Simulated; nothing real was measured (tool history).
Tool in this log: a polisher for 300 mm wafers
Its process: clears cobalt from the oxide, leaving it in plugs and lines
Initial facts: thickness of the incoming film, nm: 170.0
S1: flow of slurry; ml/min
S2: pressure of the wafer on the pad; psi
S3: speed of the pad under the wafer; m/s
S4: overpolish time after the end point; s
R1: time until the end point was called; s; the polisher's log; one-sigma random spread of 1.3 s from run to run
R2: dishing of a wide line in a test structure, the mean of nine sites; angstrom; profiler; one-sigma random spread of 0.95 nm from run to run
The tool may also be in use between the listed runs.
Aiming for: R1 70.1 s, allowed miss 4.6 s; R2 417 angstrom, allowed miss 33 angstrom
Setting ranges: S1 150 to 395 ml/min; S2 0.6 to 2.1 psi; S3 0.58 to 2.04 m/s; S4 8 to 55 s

run	hour	S1	S2	S3	S4	R1	R2
1	0	250	1.3	1.3	28	36.898	497.54
2	6.5	250	1.3	1.3	39	35.927	547.72
3	13.4	295	1.3	1.3	39	35.417	532.95
4	14.7	295	1.3	1.3	35	35.774	529.62
5	17.3	255	1.3	1.3	35	35.313	547.29
6	19.9	290	1.3	1.3	35	34.18	556.57
7	26.8	275	1.1	1.26	32	41.935	514.78
8	30.6	275	1	1.2	27	47.714	461.35
9	32.3	275	0.9	1.16	27	54.999	441.03
10	33.5	275	0.6	1.14	29	80.76	373.83
11	41	275	0.6	1.14	31	83.06	404.49
# hour 44.9: head pressure recalibrated
12	44.9	280	0.7	1.14	30	75.806	391.44
13	53.2	280	0.7	1.14	31	78.087	403.03

Consider the 4 candidate settings below. Which is the only one whose results all fall within their allowed miss of target?
A	61.5	305	0.6	1.2	36	?	?
B	61.5	290	0.7	1.1	32	?	?
C	61.5	265	1	0.82	32	?	?
D	61.5	245	0.8	0.78	41	?	?

move	R1	R2
A	86.069	409.85
B	79.923	400.3
C	71.085	422.85
D	91.805	423.47
A: moves away from the targets compared with the last run
B: moves away from the targets compared with the last run
C: all results in spec
D: moves away from the targets compared with the last run
Move C is the one to make.
